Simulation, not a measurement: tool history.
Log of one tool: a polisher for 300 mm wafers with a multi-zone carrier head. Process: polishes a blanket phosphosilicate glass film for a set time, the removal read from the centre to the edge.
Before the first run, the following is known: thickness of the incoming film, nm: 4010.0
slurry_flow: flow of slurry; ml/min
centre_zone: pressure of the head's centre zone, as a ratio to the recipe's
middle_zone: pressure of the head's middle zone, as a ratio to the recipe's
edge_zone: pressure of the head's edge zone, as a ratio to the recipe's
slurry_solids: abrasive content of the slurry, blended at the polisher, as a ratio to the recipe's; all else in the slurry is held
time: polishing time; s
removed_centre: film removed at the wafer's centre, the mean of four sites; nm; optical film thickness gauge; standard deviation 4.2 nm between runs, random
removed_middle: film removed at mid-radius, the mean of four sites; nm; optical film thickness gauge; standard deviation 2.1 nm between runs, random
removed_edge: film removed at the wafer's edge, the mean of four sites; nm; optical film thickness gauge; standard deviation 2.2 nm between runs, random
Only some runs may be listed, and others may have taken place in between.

run	hour	slurry_flow	centre_zone	middle_zone	edge_zone	slurry_solids	time	removed_centre	removed_middle	removed_edge
1	0	205	1	1	1	1	39	237.27	235.17	231.68
2	6.1	205	1	1	1	1	31	186.31	185.24	181.76
3	14.2	155	1	1	1	1	31	180.43	176.56	175.22
4	21.3	155	0.94	1	1	1	31	167.09	177.43	175.85
5	27.9	155	0.94	1.08	1	1	31	166.97	192.58	177.43
6	35.2	155	1	1.08	1	1	31	179.99	189.51	178.61
7	37.4	210	1.1	1.06	1.1	1.25	39	283.15	266	259.49
8	42.9	240	1.18	0.96	1.19	1.5	40	332.46	271.72	295.97
9	44.9	245	1.18	0.96	1.19	1.5	40	338.21	268.58	300.67

Run 10 comes next. What will it give?
10	46.4	250	1.18	0.97	1.19	1.5	40	?	?	?

Run 10 produced removed_centre 347.28 nm, removed_middle 273.37 nm, removed_edge 300.87 nm.
